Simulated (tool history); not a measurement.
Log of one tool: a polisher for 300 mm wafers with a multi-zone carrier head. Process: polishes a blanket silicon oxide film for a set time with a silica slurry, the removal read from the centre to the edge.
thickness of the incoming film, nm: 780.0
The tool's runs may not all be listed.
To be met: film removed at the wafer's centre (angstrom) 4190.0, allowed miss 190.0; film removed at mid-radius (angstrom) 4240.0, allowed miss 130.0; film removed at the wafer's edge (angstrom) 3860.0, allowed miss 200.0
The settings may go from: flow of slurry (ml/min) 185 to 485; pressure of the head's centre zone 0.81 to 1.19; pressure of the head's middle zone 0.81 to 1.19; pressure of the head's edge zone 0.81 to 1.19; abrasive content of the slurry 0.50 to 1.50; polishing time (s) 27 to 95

run  hour  flow of slurry (ml/min)  pressure of the head's centre zone  pressure of the head's middle zone  pressure of the head's edge zone  abrasive content of the slurry  polishing time (s)  film removed at the wafer's centre (angstrom)  film removed at mid-radius (angstrom)  film removed at the wafer's edge (angstrom)
  1   0.0                      310                                1.00                                1.00                              1.00                            1.00                  61                                         2571.1                                 2646.1                                       2589.1
  2   4.2                      310                                1.00                                0.93                              1.00                            1.00                  61                                         2581.1                                 2487.3                                       2625.5
  3  12.8                      315                                1.02                                0.96                              1.01                            1.10                  62                                         2781.3                                 2739.2                                       2695.6
  4  17.4                      310                                1.02                                0.96                              1.02                            1.15                  65                                         3003.7                                 2928.3                                       2985.2
  5  18.4                      340                                1.02                                0.96                              1.02                            1.15                  65                                         3008.2                                 2924.8                                       2992.6
  6  22.1                      340                                1.02                                0.96                              0.98                            1.15                  65                                         2959.9                                 2978.0                                       2831.0
  7  29.1                      340                                1.03                                0.99                              1.00                            1.20                  66                                         3178.1                                 3119.2                                       3099.0
  8  30.5                      340                                1.04                                1.02                              0.99                            1.25                  67                                         3305.9                                 3300.0                                       3127.8
  9  34.9                      340                                1.05                                1.04                              1.00                            1.30                  68                                         3412.9                                 3482.9                                       3231.5
 10  39.5                      340                                1.06                                1.05                              1.01                            1.35                  69                                         3522.9                                 3688.6                                       3323.5
 11  43.3                      350                                1.13                                1.03                              1.09                            1.50                  74                                         4206.5                                 4104.3                                       3951.6

Which of these 5 next moves meets every target?
  A  47.1                      370                                1.14                                1.10                              1.08                            1.50                  73                                              ?                                      ?                                            ?
  B  47.1                      360                                1.09                                1.12                              1.08                            1.50                  77                                              ?                                      ?                                            ?
  C  47.1                      355                                0.94                                0.86                              1.19                            1.50                  82                                              ?                                      ?                                            ?
  D  47.1                      365                                1.10                                1.04                              1.08                            1.45                  73                                              ?                                      ?                                            ?
  E  47.1                      390                                1.19                                1.04                              1.07                            1.50                  72                                              ?                                      ?                                            ?

move  film removed at the wafer's centre (angstrom)  film removed at mid-radius (angstrom)  film removed at the wafer's edge (angstrom)
   A                                         4112.8                                 4118.6                                       3778.8
   B                                         4177.2                                 4404.3                                       3978.8
   C                                         3950.8                                 3753.5                                       4416.4
   D                                         3938.5                                 3871.3                                       3729.1
   E                                         4214.1                                 3885.8                                       3727.2
A: meets every target
B: takes the result that was furthest off past its target
C: further off than the last run
D: further off than the last run
E: further off than the last run
Answer: A
